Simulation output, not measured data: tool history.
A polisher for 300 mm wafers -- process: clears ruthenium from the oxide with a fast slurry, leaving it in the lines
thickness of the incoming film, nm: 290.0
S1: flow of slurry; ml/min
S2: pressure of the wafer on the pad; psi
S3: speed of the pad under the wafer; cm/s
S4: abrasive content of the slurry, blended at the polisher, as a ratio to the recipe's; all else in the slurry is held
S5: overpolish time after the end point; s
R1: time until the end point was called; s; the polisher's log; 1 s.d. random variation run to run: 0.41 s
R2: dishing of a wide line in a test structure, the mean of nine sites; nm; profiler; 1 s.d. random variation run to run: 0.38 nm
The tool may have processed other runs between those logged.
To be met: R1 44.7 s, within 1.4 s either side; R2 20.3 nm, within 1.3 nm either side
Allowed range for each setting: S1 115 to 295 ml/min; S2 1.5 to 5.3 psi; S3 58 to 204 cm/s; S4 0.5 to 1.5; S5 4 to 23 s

Run 1, hour 0: S1 190 ml/min, S2 3.4 psi, S3 130 cm/s, S4 1, S5 12 s. Result: R1 37.548 s, R2 56.056 nm.
Run 2, hour 7.4: S1 190 ml/min, S2 3.3 psi, S3 130 cm/s, S4 1, S5 11 s. Result: R1 38.286 s, R2 52.044 nm.
Run 3, hour 12.6: S1 190 ml/min, S2 3.1 psi, S3 132 cm/s, S4 1, S5 10 s. Result: R1 40.383 s, R2 45.971 nm.
Run 4, hour 20.4: S1 190 ml/min, S2 3.1 psi, S3 162 cm/s, S4 1, S5 10 s. Result: R1 33.032 s, R2 55.686 nm.
Run 5, hour 27: S1 150 ml/min, S2 3.1 psi, S3 162 cm/s, S4 1, S5 10 s. Result: R1 33.518 s, R2 51.292 nm.
Run 6, hour 34.1: S1 150 ml/min, S2 3.1 psi, S3 180 cm/s, S4 1, S5 10 s. Result: R1 30.751 s, R2 55.547 nm.
Run 7, hour 42.8: S1 145 ml/min, S2 2.9 psi, S3 174 cm/s, S4 1.05, S5 9 s. Result: R1 32.884 s, R2 50.446 nm.
Run 8, hour 50.4: S1 140 ml/min, S2 3 psi, S3 166 cm/s, S4 0.95, S5 8 s. Result: R1 35.646 s, R2 43.69 nm.
Run 9, hour 51.5: S1 135 ml/min, S2 3.1 psi, S3 160 cm/s, S4 0.9, S5 7 s. Result: R1 36.034 s, R2 38.889 nm.
Run 10, hour 59.4: S1 130 ml/min, S2 3.2 psi, S3 154 cm/s, S4 0.85, S5 7 s. Result: R1 38.098 s, R2 36.891 nm.

Which single option among these 5 for the next run brings every result within its allowed miss of target? Just one does.
Run A, hour 67.3: S1 145 ml/min, S2 3.5 psi, S3 166 cm/s, S4 0.85, S5 19 s. Result: R1 ?, R2 ?.
Run B, hour 67.3: S1 120 ml/min, S2 3.1 psi, S3 158 cm/s, S4 0.75, S5 18 s. Result: R1 ?, R2 ?.
Run C, hour 67.3: S1 125 ml/min, S2 2.8 psi, S3 172 cm/s, S4 0.8, S5 12 s. Result: R1 ?, R2 ?.
Run D, hour 67.3: S1 115 ml/min, S2 3.6 psi, S3 178 cm/s, S4 0.5, S5 4 s. Result: R1 ?, R2 ?.
Run E, hour 67.3: S1 135 ml/min, S2 3.7 psi, S3 148 cm/s, S4 1, S5 12 s. Result: R1 ?, R2 ?.

move      R1      R2
   A  32.631  78.128
   B  42.471  67.006
   C  41.218  53.364
   D  44.763  20.904
   E  31.831  62.727
A: further off than the last run
B: further off than the last run
C: further off than the last run
D: in spec on every target
E: further off than the last run
Go with D: it meets all targets.

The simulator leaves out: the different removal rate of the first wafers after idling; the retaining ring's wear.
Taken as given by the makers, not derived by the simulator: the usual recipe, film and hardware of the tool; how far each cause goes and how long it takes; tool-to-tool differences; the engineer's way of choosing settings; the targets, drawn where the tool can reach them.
